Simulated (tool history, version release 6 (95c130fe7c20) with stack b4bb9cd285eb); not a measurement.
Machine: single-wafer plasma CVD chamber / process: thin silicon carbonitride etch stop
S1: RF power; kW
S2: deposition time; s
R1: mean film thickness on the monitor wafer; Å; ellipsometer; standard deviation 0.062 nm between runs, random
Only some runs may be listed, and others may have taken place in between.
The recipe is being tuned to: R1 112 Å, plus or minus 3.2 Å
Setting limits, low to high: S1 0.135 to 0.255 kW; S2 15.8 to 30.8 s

run	hour	S1	S2	R1
1	0	0.195	23.3	138.97
2	5.5	0.185	23.3	133.73
3	13.4	0.185	21.6	125.67
4	20.6	0.195	21.6	128.2
5	22.3	0.195	23.9	142.43
6	30.5	0.195	21.6	128.07
7	34.6	0.165	19	105.86
8	40.3	0.17	19.1	108.41

5 next moves are on the table. One of them brings every result within its allowed miss. Which?
A	46	0.17	18.1	?
B	46	0.18	17.2	?
C	46	0.18	19.4	?
D	46	0.185	17.4	?
E	46	0.155	18.7	?

move	R1
A	103.1
B	99.619
C	112.36
D	101.59
E	103.69
A: its largest miss is bigger than the last run's
B: its largest miss is bigger than the last run's
C: in spec on every target
D: its largest miss is bigger than the last run's
E: its largest miss is bigger than the last run's
Correct choice: C, which meets every target

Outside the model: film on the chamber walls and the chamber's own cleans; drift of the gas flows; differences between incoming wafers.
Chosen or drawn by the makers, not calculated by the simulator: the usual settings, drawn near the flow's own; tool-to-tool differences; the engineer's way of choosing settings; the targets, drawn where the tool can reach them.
